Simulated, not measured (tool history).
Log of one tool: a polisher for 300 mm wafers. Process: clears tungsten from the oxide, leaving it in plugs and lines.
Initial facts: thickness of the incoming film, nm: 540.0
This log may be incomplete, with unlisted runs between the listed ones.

| run | day | flow of slurry (ml/min) | pressure of the wafer on the pad (psi) | speed of the pad under the wafer (m/s) | abrasive content of the slurry | overpolish time after the end point (s) | time until the end point was called (s) |
|---|---|---|---|---|---|---|---|
| 1 | 0 | 305 | 3.7 | 1.34 | 1 | 28 | 96.838 |
| 2 | 0.15 | 240 | 3.7 | 1.34 | 1 | 28 | 100.46 |
| 3 | 0.354 | 240 | 3.1 | 1.3 | 1 | 28 | 124.75 |
| 4 | 0.417 | 240 | 2.7 | 1.28 | 1 | 28 | 142.95 |
| 5 | 0.533 | 240 | 2.7 | 1.6 | 1 | 28 | 112.86 |
| 6 | 0.625 | 235 | 2.4 | 1.52 | 1 | 28 | 132.89 |
|  | 0.738 | slurry blender recalibrated |
| 7 | 0.738 | 235 | 2.2 | 1.48 | 1 | 28 | 141.65 |

Expected results for the next run?
| 8 | 0.858 | 230 | 1.7 | 1.26 | 0.95 | 28 | ? |

Run 8 came out at time until the end point was called (s) 217.38.
